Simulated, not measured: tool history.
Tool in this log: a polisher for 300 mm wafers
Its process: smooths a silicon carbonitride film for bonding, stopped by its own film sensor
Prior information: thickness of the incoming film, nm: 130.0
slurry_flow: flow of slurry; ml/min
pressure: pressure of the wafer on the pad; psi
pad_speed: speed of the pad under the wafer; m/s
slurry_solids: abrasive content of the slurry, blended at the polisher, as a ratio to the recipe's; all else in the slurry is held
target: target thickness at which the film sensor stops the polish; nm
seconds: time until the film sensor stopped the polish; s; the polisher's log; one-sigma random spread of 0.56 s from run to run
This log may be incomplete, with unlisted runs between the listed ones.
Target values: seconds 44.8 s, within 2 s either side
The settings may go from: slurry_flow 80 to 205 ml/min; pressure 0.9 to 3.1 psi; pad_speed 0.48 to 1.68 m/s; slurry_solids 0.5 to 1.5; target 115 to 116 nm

run	hour	slurry_flow	pressure	pad_speed	slurry_solids	target	seconds
1	0	135	2	1.08	1	115	65.421
2	3.7	135	2	1.08	1.15	115	63.313
3	6	140	2.2	1.08	1.15	115	58.428
4	13.5	160	2.2	1.08	1.15	115	56.137
5	17.2	160	2.3	1.08	1.15	115	53.613
6	25.2	160	2.4	1.08	1.15	115	51.702
7	29.4	160	2.5	1.08	1.15	115	48.951
8	30.8	160	2.6	1.08	1.15	115	47.68

Below are 4 possible settings for the next run. Only one of them brings all results inside the allowed miss of their targets. Which is it?
A	32.2	185	2.5	0.98	1.25	115	?
B	32.2	170	2.9	1.06	0.9	116	?
C	32.2	160	2.6	1.02	1.25	115	?
D	32.2	140	2.9	0.9	1.25	115	?

move	seconds
A	51.388
B	44.441
C	49.093
D	50.239
A: lands further from the targets than the last run did
B: all results in spec
C: lands further from the targets than the last run did
D: lands further from the targets than the last run did
B meets every target.

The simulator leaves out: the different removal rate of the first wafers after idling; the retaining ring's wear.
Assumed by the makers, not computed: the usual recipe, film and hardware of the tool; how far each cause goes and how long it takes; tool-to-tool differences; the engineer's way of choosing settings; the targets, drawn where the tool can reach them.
